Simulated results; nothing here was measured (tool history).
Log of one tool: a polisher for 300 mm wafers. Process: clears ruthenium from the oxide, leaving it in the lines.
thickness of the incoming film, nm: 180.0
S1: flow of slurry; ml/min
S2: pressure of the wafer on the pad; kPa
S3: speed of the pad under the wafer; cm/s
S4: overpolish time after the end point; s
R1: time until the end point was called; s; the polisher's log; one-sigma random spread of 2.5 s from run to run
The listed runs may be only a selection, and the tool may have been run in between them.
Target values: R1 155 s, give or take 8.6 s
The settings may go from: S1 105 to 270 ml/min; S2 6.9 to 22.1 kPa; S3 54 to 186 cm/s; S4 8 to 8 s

run  hour   S1    S2   S3  S4      R1
  1     0  175  14.5  118   8  120.33
  2   5.6  175  17.2  118   8  102.03
  3  10.7  175  15.9  116   8  113.36
  4  13.3  175  15.9  142   8  94.309
  5  17.7  175  12.4  142   8  117.84
  6    21  175  11.7  140   8  121.85
  7    26  175    11  138   8  134.09
  8  27.2  175  10.3  138   8     139

Exactly one of the 5 candidate moves below puts every result within its allowed miss. Which one?
  A  28.4  130  13.8  136   8   ?
  B  28.4  190  11.7  144   8   ?
  C  28.4  185   8.3  144   8   ?
  D  28.4  200   9.7  148   8   ?
  E  28.4  150  12.4  126   8   ?

move      R1
   A  115.56
   B  117.32
   C  156.15
   D  133.24
   E  131.22
A: moves away from the targets compared with the last run
B: moves away from the targets compared with the last run
C: all results land within tolerance of their targets
D: moves away from the targets compared with the last run
E: moves away from the targets compared with the last run
So the answer is move C, the one that meets all the targets.

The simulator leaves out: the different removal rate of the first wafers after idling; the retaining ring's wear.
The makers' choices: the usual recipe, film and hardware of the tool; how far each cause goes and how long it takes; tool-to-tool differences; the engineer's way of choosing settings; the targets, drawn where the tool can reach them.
